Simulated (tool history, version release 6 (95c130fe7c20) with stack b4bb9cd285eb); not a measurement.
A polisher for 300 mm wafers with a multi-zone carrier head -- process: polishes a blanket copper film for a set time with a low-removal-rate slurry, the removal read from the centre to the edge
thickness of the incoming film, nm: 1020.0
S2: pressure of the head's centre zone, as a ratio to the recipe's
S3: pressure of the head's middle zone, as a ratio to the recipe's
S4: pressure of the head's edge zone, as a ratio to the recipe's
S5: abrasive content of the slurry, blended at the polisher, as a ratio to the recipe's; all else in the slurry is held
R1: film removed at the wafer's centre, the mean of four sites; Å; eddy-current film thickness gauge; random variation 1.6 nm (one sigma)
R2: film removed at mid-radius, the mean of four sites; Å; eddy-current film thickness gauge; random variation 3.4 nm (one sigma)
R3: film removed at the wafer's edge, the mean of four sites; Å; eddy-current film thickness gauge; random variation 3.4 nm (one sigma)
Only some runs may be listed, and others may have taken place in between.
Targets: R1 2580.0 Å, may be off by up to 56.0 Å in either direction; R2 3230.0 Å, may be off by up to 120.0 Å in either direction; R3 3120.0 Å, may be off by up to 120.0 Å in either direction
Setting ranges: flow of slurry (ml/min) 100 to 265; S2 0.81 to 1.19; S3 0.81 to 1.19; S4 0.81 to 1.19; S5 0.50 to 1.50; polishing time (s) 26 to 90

{"run": 1, "day": 0.0, "flow of slurry (ml/min)": 170, "S2": 1.0, "S3": 1.0, "S4": 1.0, "S5": 1.0, "polishing time (s)": 58, "R1": 2110.8, "R2": 2043.2, "R3": 2103.4}
{"run": 2, "day": 0.046, "flow of slurry (ml/min)": 175, "S2": 0.98, "S3": 1.03, "S4": 1.03, "S5": 1.1, "polishing time (s)": 60, "R1": 2160.3, "R2": 2218.3, "R3": 2214.7}
{"run": 3, "day": 0.129, "flow of slurry (ml/min)": 175, "S2": 0.96, "S3": 1.04, "S4": 1.05, "S5": 1.15, "polishing time (s)": 63, "R1": 2223.7, "R2": 2382.0, "R3": 2377.9}
{"run": 4, "day": 0.162, "flow of slurry (ml/min)": 175, "S2": 0.96, "S3": 1.04, "S4": 1.11, "S5": 1.15, "polishing time (s)": 63, "R1": 2229.5, "R2": 2349.8, "R3": 2438.8}
{"run": 5, "day": 0.538, "flow of slurry (ml/min)": 175, "S2": 0.96, "S3": 1.09, "S4": 1.11, "S5": 1.15, "polishing time (s)": 63, "R1": 2219.3, "R2": 2440.5, "R3": 2431.1}
{"run": 6, "day": 0.771, "flow of slurry (ml/min)": 175, "S2": 0.96, "S3": 1.17, "S4": 1.11, "S5": 1.15, "polishing time (s)": 63, "R1": 2211.8, "R2": 2624.4, "R3": 2433.8}
{"run": 7, "day": 1.117, "flow of slurry (ml/min)": 175, "S2": 0.96, "S3": 1.17, "S4": 1.11, "S5": 1.15, "polishing time (s)": 63, "R1": 2226.0, "R2": 2653.9, "R3": 2448.4}
{"run": 8, "day": 1.242, "flow of slurry (ml/min)": 180, "S2": 0.95, "S3": 1.17, "S4": 1.12, "S5": 1.2, "polishing time (s)": 64, "R1": 2286.0, "R2": 2703.4, "R3": 2530.0}
{"run": 9, "day": 1.404, "flow of slurry (ml/min)": 185, "S2": 0.94, "S3": 1.17, "S4": 1.13, "S5": 1.25, "polishing time (s)": 65, "R1": 2274.3, "R2": 2786.6, "R3": 2554.3}
{"run": 10, "day": 1.45, "flow of slurry (ml/min)": 175, "S2": 0.94, "S3": 1.17, "S4": 1.14, "S5": 1.3, "polishing time (s)": 67, "R1": 2360.8, "R2": 2882.9, "R3": 2720.7}
{"run": 11, "day": 1.662, "flow of slurry (ml/min)": 175, "S2": 0.94, "S3": 1.17, "S4": 1.15, "S5": 1.35, "polishing time (s)": 68, "R1": 2429.6, "R2": 2866.8, "R3": 2693.0}
{"run": 12, "day": 1.9, "flow of slurry (ml/min)": 180, "S2": 0.93, "S3": 1.17, "S4": 1.16, "S5": 1.35, "polishing time (s)": 69, "R1": 2445.1, "R2": 2936.0, "R3": 2783.1}
{"run": 13, "day": 1.938, "flow of slurry (ml/min)": 180, "S2": 0.92, "S3": 1.17, "S4": 1.17, "S5": 1.35, "polishing time (s)": 70, "R1": 2445.8, "R2": 3045.0, "R3": 2863.6}
{"run": 14, "day": 1.967, "flow of slurry (ml/min)": 180, "S2": 0.92, "S3": 1.16, "S4": 1.17, "S5": 1.35, "polishing time (s)": 71, "R1": 2513.3, "R2": 3038.8, "R3": 2918.7}
{"run": 15, "day": 2.312, "flow of slurry (ml/min)": 180, "S2": 0.91, "S3": 1.16, "S4": 1.17, "S5": 1.35, "polishing time (s)": 71, "R1": 2466.8, "R2": 3028.2, "R3": 2867.1}
{"run": 16, "day": 2.492, "flow of slurry (ml/min)": 180, "S2": 0.9, "S3": 1.16, "S4": 1.17, "S5": 1.4, "polishing time (s)": 72, "R1": 2498.9, "R2": 3033.7, "R3": 2903.6}
{"run": 17, "day": 2.817, "flow of slurry (ml/min)": 180, "S2": 0.9, "S3": 1.16, "S4": 1.17, "S5": 1.4, "polishing time (s)": 73, "R1": 2513.6, "R2": 3124.8, "R3": 2930.0}

Next run, 5 choices. One meets every target within its allowed miss, the rest don't. Which?
{"run": "A", "day": 3.142, "flow of slurry (ml/min)": 155, "S2": 0.83, "S3": 1.14, "S4": 1.19, "S5": 1.3, "polishing time (s)": 81, "R1": "?", "R2": "?", "R3": "?"}
{"run": "B", "day": 3.142, "flow of slurry (ml/min)": 155, "S2": 0.86, "S3": 1.17, "S4": 1.19, "S5": 1.4, "polishing time (s)": 78, "R1": "?", "R2": "?", "R3": "?"}
{"run": "C", "day": 3.142, "flow of slurry (ml/min)": 260, "S2": 0.9, "S3": 1.19, "S4": 0.87, "S5": 1.5, "polishing time (s)": 73, "R1": "?", "R2": "?", "R3": "?"}
{"run": "D", "day": 3.142, "flow of slurry (ml/min)": 115, "S2": 0.91, "S3": 1.17, "S4": 1.13, "S5": 1.3, "polishing time (s)": 84, "R1": "?", "R2": "?", "R3": "?"}
{"run": "E", "day": 3.142, "flow of slurry (ml/min)": 165, "S2": 0.86, "S3": 1.03, "S4": 1.19, "S5": 1.5, "polishing time (s)": 84, "R1": "?", "R2": "?", "R3": "?"}

move=A R1=2452.6 R2=3294.1 R3=3207.7
move=B R1=2478.3 R2=3283.0 R3=3125.3
move=C R1=2689.5 R2=3419.7 R3=2788.3
move=D R1=2564.8 R2=3242.5 R3=3089.2
move=E R1=2735.6 R2=3247.1 R3=3442.2
A: puts the biggest miss on target and leaves a different result outside tolerance
B: puts the biggest miss on target and leaves a different result outside tolerance
C: the biggest miss grows against the last run
D: all results in spec
E: carries the result that was furthest off beyond its target, to the other side
D is the move that brings every result within its allowed miss.

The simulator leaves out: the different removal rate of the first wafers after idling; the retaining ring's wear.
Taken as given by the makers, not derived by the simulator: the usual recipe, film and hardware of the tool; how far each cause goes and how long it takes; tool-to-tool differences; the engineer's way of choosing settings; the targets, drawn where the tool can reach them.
